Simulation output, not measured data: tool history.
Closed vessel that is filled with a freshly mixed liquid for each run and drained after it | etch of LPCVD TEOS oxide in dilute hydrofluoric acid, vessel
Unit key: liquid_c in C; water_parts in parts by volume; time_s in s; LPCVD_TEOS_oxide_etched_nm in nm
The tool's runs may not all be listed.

| run | hour | liquid_c | water_parts | time_s | LPCVD_TEOS_oxide_etched_nm |
|---|---|---|---|---|---|
| 1 | 0.0 | 24.0 | 85 | 30 | 9.2348 |
| 2 | 2.6 | 25.5 | 85 | 30 | 9.7008 |
| 3 | 10.1 | 25.5 | 85 | 30 | 9.6786 |
| 4 | 15.1 | 27.5 | 65 | 30 | 14.1210 |
| 5 | 18.3 | 25.0 | 65 | 30 | 12.8290 |
| 6 | 26.9 | 27.5 | 55 | 30 | 17.0800 |
|  | 34.5 | thermometer replaced |
| 7 | 34.5 | 29.0 | 50 | 30 | 21.5390 |
| 8 | 37.6 | 30.0 | 50 | 30 | 22.7730 |
| 9 | 39.8 | 30.5 | 50 | 30 | 23.3780 |
| 10 | 46.9 | 31.0 | 50 | 30 | 23.5050 |
| 11 | 53.5 | 31.5 | 50 | 30 | 24.1760 |

Forecast run 12:
| 12 | 60.6 | 32.0 | 50 | 30 | ? |

LPCVD_TEOS_oxide_etched_nm: 24.6440 nm

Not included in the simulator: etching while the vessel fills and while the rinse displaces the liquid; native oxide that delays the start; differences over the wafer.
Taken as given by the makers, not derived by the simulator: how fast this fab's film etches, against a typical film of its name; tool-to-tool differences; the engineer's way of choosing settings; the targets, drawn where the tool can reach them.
